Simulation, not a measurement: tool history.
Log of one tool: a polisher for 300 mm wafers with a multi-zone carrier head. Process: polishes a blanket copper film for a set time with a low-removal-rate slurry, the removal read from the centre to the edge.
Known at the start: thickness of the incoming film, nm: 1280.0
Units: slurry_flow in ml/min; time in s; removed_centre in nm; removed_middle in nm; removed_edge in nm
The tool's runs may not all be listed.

run  hour  slurry_flow  centre_zone  middle_zone  edge_zone  slurry_solids  time  removed_centre  removed_middle  removed_edge
  1     0          250            1            1          1              1    35          143.51          148.13        144.96
  2   1.8          230         1.01         0.96       1.02            0.9    31          124.21          121.79        126.74
  3   6.2          230         1.01         0.96       1.02            0.9    26          105.98          101.18        104.44
  4  11.2          230         1.01         0.96       1.02           0.75    26          98.236          97.602        101.34
  5  18.7          225         1.02         0.93       1.03            0.7    24          91.264          86.831         93.63
  6  24.9          225         0.97         0.93       1.03            0.7    24          88.024          84.908        92.866
  7  25.8          220         0.98         0.91       1.04           0.65    23          83.038          79.814        89.903
  8  31.2          215            1         0.89       1.05            0.6    22          78.711          75.012        83.252
  9  35.9          245         1.01         0.87       1.07            0.6    21          80.226          70.553        82.311
 10  43.3          250         1.01         0.86       1.08            0.6    21          78.198           69.11        84.129

Forecast run 11:
 11  48.3          255         1.02         0.85       1.08            0.6    21               ?               ?             ?

removed_centre: 79.397 nm
removed_middle: 70.312 nm
removed_edge: 82.963 nm
